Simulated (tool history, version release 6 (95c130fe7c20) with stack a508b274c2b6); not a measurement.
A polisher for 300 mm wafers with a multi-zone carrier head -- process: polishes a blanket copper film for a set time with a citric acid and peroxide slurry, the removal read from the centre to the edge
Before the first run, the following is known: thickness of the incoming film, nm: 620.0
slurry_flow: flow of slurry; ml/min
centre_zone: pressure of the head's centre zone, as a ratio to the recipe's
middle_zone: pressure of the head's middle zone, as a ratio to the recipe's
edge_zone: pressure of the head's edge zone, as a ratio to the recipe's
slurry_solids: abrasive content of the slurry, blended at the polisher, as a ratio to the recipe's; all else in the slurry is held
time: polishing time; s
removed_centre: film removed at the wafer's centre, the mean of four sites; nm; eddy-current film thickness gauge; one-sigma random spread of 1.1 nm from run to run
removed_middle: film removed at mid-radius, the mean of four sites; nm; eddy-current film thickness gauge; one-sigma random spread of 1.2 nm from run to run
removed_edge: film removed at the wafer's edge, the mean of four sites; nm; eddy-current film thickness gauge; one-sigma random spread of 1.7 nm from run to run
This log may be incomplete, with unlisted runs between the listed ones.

run,day,slurry_flow,centre_zone,middle_zone,edge_zone,slurry_solids,time,removed_centre,removed_middle,removed_edge
1,0,150,1,1,1,1,49,108.54,108.04,103.22
2,0.192,150,1,1,1.07,1,49,109.68,110.08,111.54
3,0.279,150,1,1,1.07,1,41,89.865,93.062,90.616
4,0.342,150,1,1,1.01,1,41,90.862,92.293,88.286
5,0.692,155,1.01,1.01,1.04,1.1,42,99.103,96.518,93.368
6,0.8,155,0.99,1.03,1.07,1.15,43,99.434,101.12,100.71

Run 7 has not been measured yet. What should we expect?
7,1.008,165,0.99,1.06,1.09,1.2,43,?,?,?

removed_centre: 103.36 nm
removed_middle: 107.09 nm
removed_edge: 102.2 nm

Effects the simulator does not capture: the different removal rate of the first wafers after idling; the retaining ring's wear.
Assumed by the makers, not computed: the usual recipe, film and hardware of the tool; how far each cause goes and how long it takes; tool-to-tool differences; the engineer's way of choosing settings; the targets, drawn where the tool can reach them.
